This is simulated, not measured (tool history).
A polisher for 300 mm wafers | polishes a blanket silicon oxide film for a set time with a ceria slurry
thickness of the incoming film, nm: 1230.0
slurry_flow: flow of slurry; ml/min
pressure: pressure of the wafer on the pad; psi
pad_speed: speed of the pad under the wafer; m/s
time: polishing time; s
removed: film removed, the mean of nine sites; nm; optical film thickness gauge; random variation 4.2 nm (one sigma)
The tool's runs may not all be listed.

| run | day | slurry_flow | pressure | pad_speed | time | removed |
|---|---|---|---|---|---|---|
| 1 | 0.000 | 120 | 3.8 | 1.26 | 43 | 245.60 |
| 2 | 0.354 | 120 | 3.8 | 0.98 | 43 | 191.66 |
| 3 | 0.667 | 120 | 4.3 | 0.98 | 43 | 209.82 |
| 4 | 0.775 | 120 | 4.3 | 0.98 | 43 | 206.70 |
| 5 | 0.862 | 120 | 3.4 | 0.98 | 43 | 172.47 |
| 6 | 0.892 | 120 | 3.0 | 0.98 | 43 | 159.48 |
| 7 | 1.150 | 125 | 4.0 | 1.06 | 43 | 213.51 |
| 8 | 1.525 | 130 | 4.6 | 1.12 | 43 | 253.77 |
| 9 | 1.554 | 130 | 5.0 | 1.18 | 43 | 292.16 |

The next listed run, before its measurement:
| 10 | 1.617 | 130 | 5.3 | 1.22 | 43 | ? |

removed: 305.48 nm
